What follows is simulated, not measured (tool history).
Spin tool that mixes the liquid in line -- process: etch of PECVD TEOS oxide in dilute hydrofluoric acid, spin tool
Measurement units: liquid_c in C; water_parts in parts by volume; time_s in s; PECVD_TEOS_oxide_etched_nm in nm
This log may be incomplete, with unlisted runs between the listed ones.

| run | hour | liquid_c | water_parts | time_s | PECVD_TEOS_oxide_etched_nm |
|---|---|---|---|---|---|
| 1 | 0 | 25 | 85 | 75 | 19.161 |
| 2 | 5.3 | 25 | 95 | 75 | 16.97 |
| 3 | 11 | 26 | 95 | 75 | 17.556 |
| 4 | 13.9 | 23 | 95 | 75 | 15.466 |
| 5 | 20.1 | 23 | 95 | 75 | 15.467 |
| 6 | 28.5 | 23 | 120 | 75 | 11.965 |
| 7 | 29.8 | 24.5 | 115 | 75 | 13.249 |
| 8 | 34.1 | 25.5 | 110 | 75 | 14.518 |

Run 9, settings as shown, results not yet in. Your forecast:
| 9 | 40 | 26.5 | 105 | 75 | ? |

{"run 9": {"PECVD_TEOS_oxide_etched_nm": 15.85}}

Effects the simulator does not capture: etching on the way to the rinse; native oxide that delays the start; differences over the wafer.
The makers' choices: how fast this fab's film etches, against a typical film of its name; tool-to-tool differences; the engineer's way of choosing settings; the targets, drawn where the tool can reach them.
